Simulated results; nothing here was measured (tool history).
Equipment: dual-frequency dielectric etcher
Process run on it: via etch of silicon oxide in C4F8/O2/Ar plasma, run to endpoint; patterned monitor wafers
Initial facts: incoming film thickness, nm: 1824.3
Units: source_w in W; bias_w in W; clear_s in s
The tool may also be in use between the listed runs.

Run 1, hour 0.0: source_w 1540 W, bias_w 2760 W. Result: clear_s 331.23 s.
Run 2, hour 6.8: source_w 1300 W, bias_w 2760 W. Result: clear_s 356.41 s.
Run 3, hour 9.2: source_w 1430 W, bias_w 2826 W. Result: clear_s 339.01 s.
Run 4, hour 14.1: source_w 1430 W, bias_w 3084 W. Result: clear_s 326.77 s.
Run 5, hour 14.8: source_w 1430 W, bias_w 2730 W. Result: clear_s 343.72 s.
Run 6, hour 16.6: source_w 1430 W, bias_w 2374 W. Result: clear_s 357.58 s.
Run 7, hour 20.8: source_w 1570 W, bias_w 2441 W. Result: clear_s 343.71 s.
Run 8, hour 26.6: source_w 1690 W, bias_w 2502 W. Result: clear_s 333.57 s.
Run 9, hour 29.9: source_w 1780 W, bias_w 2584 W. Result: clear_s 325.15 s.

What does the tool deliver on the next run?
Run 10, hour 35.1: source_w 1850 W, bias_w 2663 W. Result: clear_s ?.

{"run 10": {"clear_s": 313.23}}

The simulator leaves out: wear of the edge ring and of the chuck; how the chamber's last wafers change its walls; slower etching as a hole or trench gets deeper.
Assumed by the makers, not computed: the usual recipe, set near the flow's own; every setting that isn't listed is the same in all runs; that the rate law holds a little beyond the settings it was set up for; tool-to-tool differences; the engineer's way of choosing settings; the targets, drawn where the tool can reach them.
